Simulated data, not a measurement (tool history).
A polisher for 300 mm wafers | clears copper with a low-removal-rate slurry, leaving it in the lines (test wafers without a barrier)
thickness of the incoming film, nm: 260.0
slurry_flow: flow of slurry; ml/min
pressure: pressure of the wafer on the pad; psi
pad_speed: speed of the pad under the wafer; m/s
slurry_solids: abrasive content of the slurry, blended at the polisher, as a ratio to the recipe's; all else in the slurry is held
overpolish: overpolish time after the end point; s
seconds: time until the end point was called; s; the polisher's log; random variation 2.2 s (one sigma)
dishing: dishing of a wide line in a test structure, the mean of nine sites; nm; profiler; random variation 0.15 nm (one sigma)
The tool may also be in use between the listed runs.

Run 1, day 0: slurry_flow 270 ml/min, pressure 2.1 psi, pad_speed 1.18 m/s, slurry_solids 1, overpolish 24 s. Result: seconds 118.31 s, dishing 11.529 nm.
Run 2, day 0.146: slurry_flow 270 ml/min, pressure 2.1 psi, pad_speed 1.18 m/s, slurry_solids 1, overpolish 20 s. Result: seconds 120.66 s, dishing 11.197 nm.
Run 3, day 0.262: slurry_flow 270 ml/min, pressure 1.8 psi, pad_speed 1.16 m/s, slurry_solids 1, overpolish 24 s. Result: seconds 136.75 s, dishing 11.163 nm.
Run 4, day 0.45: slurry_flow 270 ml/min, pressure 2.3 psi, pad_speed 1.16 m/s, slurry_solids 1, overpolish 24 s. Result: seconds 115.87 s, dishing 11.569 nm.
Run 5, day 0.783: slurry_flow 270 ml/min, pressure 2.6 psi, pad_speed 1.16 m/s, slurry_solids 1, overpolish 24 s. Result: seconds 103.86 s, dishing 11.647 nm.
Run 6, day 0.983: slurry_flow 270 ml/min, pressure 2.6 psi, pad_speed 1.16 m/s, slurry_solids 1.1, overpolish 24 s. Result: seconds 102.04 s, dishing 11.851 nm.
Run 7, day 1.308: slurry_flow 265 ml/min, pressure 2 psi, pad_speed 1.1 m/s, slurry_solids 1.25, overpolish 35 s. Result: seconds 127.86 s, dishing 11.911 nm.
Run 8, day 1.575: slurry_flow 265 ml/min, pressure 1.8 psi, pad_speed 1.06 m/s, slurry_solids 1.25, overpolish 37 s. Result: seconds 142.16 s, dishing 11.415 nm.

Forecast run 9:
Run 9, day 1.712: slurry_flow 240 ml/min, pressure 1.7 psi, pad_speed 1.02 m/s, slurry_solids 1.3, overpolish 39 s. Result: seconds ?, dishing ?.

Run 9 gave seconds 154.81 s, dishing 11.787 nm.
